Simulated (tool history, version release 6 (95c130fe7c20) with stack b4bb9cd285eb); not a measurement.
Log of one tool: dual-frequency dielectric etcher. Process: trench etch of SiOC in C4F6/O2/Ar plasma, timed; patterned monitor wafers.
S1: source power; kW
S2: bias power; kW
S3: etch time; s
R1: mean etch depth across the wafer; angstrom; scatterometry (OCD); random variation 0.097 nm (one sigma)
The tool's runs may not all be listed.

{"run": 1, "hour": 0.0, "S1": 0.4, "S2": 0.175, "S3": 13, "R1": 248.3}
{"run": 2, "hour": 2.2, "S1": 0.41, "S2": 0.177, "S3": 13, "R1": 249.62}
{"run": 3, "hour": 6.4, "S1": 0.42, "S2": 0.179, "S3": 13, "R1": 252.89}
{"run": 4, "hour": 12.5, "S1": 0.42, "S2": 0.179, "S3": 13, "R1": 254.47}
{"run": 5, "hour": 16.1, "S1": 0.43, "S2": 0.18, "S3": 13, "R1": 253.75}
{"run": 6, "hour": 20.6, "S1": 0.43, "S2": 0.201, "S3": 13, "R1": 267.44}

Forecast run 7:
{"run": 7, "hour": 27.0, "S1": 0.44, "S2": 0.202, "S3": 13, "R1": "?"}

Run 7 gave R1 268.88 angstrom.

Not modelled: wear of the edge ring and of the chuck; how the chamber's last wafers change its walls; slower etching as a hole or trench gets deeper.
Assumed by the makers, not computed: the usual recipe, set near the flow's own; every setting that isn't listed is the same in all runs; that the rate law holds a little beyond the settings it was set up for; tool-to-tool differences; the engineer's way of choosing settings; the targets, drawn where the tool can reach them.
